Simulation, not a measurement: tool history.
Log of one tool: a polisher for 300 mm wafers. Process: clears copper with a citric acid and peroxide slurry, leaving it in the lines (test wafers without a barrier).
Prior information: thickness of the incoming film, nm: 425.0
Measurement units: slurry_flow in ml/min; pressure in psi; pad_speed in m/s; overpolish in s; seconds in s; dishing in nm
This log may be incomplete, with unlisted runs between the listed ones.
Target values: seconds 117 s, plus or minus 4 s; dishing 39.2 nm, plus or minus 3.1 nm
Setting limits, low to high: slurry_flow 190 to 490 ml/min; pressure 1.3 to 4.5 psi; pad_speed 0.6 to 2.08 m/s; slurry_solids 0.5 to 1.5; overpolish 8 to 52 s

run,hour,slurry_flow,pressure,pad_speed,slurry_solids,overpolish,seconds,dishing
1,0,315,2.9,1.34,1,26,129,54.653
2,1.7,315,2.9,1.34,1.1,26,124.8,54.694
3,5.5,315,2.9,1.34,1.1,24,124.86,50.795
4,8.8,315,2.6,1.34,1.1,24,140.62,47.435
5,13.1,315,2.7,1.34,1.1,22,136.07,43.823
6,13.8,315,2.7,1.34,1.1,33,135.04,62.748
7,17.1,315,3.2,1.36,1.1,20,112.79,49.398
8,24.2,315,3.2,1.36,1.1,19,113.6,47.853
9,27,315,3.1,1.36,1.1,12,116.15,31.323
10,34.3,315,3.1,1.36,1.1,13,116.56,34.52
11,41.6,315,3.1,1.36,1.1,14,114.98,35.957

Exactly one of the 5 candidate moves below puts every result within its allowed miss. Which one?
A,48.9,330,3.9,1.14,0.75,16,?,?
B,48.9,310,2.1,1.88,1.5,13,?,?
C,48.9,325,3.3,1.32,1.1,13,?,?
D,48.9,375,3,1.42,1.15,13,?,?
E,48.9,315,3.2,1.32,1.1,13,?,?

move,seconds,dishing
A,116.83,40.721
B,117.1,32.968
C,111.91,35.011
D,112.58,34.697
E,115.56,33.992
A: each result inside its tolerance
B: moves away from the targets compared with the last run
C: moves away from the targets compared with the last run
D: moves away from the targets compared with the last run
E: moves away from the targets compared with the last run
Move A is the one to make.

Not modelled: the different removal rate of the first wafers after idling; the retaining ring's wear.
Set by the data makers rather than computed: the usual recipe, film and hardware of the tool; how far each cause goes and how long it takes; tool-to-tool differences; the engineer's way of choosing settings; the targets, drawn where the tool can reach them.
